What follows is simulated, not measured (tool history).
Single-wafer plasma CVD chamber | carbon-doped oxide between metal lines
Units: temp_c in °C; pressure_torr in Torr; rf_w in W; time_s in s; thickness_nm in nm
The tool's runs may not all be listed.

{"run": 1, "day": 0.0, "temp_c": 335, "pressure_torr": 4.85, "rf_w": 615, "time_s": 7.04, "thickness_nm": 45.512}
{"run": 2, "day": 0.329, "temp_c": 333, "pressure_torr": 5.0, "rf_w": 620, "time_s": 7.04, "thickness_nm": 46.025}
{"run": 3, "day": 0.667, "temp_c": 333, "pressure_torr": 5.0, "rf_w": 545, "time_s": 7.04, "thickness_nm": 43.198}
{"run": 4, "day": 0.754, "temp_c": 331, "pressure_torr": 5.14, "rf_w": 560, "time_s": 7.04, "thickness_nm": 44.517}
{"run": 5, "day": 0.954, "temp_c": 331, "pressure_torr": 5.14, "rf_w": 650, "time_s": 7.04, "thickness_nm": 47.915}
{"run": 6, "day": 1.062, "temp_c": 330, "pressure_torr": 5.27, "rf_w": 655, "time_s": 7.04, "thickness_nm": 48.683}
{"run": 7, "day": 1.383, "temp_c": 329, "pressure_torr": 5.36, "rf_w": 655, "time_s": 7.04, "thickness_nm": 48.63}
{"run": 8, "day": 1.629, "temp_c": 328, "pressure_torr": 5.46, "rf_w": 660, "time_s": 7.04, "thickness_nm": 49.104}
{"run": 9, "day": 1.767, "temp_c": 327, "pressure_torr": 5.55, "rf_w": 665, "time_s": 7.04, "thickness_nm": 50.121}
{"run": 10, "day": 1.938, "temp_c": 326, "pressure_torr": 5.6, "rf_w": 665, "time_s": 7.04, "thickness_nm": 50.406}

Run 11, settings as shown, results not yet in. Your forecast:
{"run": 11, "day": 2.075, "temp_c": 325, "pressure_torr": 5.64, "rf_w": 665, "time_s": 7.04, "thickness_nm": "?"}

Logged for run 11: thickness_nm 50.244 nm.
